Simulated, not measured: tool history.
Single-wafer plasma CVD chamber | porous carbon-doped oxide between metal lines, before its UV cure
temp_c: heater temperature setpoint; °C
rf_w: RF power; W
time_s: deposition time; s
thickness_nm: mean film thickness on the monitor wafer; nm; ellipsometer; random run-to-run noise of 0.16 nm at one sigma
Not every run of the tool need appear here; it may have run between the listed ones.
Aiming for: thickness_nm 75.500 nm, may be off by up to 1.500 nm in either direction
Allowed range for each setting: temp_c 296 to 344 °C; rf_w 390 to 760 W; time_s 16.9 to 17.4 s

run  hour  temp_c  rf_w  time_s  thickness_nm
  1   0.0     320   575    16.9       100.330
  2   7.0     324   545    16.9        93.917
  3  15.9     329   545    16.9        91.583
  4  17.3     323   545    16.9        94.539
  5  22.3     323   490    16.9        86.743
  6  26.2     326   480    16.9        84.286
  7  34.3     338   445    16.9        73.962
  8  36.3     338   445    16.9        73.899

Which one of the following 5 next-run settings gets every result inside its allowed miss? There is exactly one.
  A  38.3     343   445    16.9             ?
  B  38.3     340   425    16.9             ?
  C  38.3     343   470    16.9             ?
  D  38.3     344   435    17.1             ?
  E  38.3     337   415    16.9             ?

move  thickness_nm
   A        72.110
   B        70.107
   C        75.835
   D        71.060
   E        69.584
A: lands further from the targets than the last run did
B: lands further from the targets than the last run did
C: all results in spec
D: lands further from the targets than the last run did
E: lands further from the targets than the last run did
Move C is the one to make.
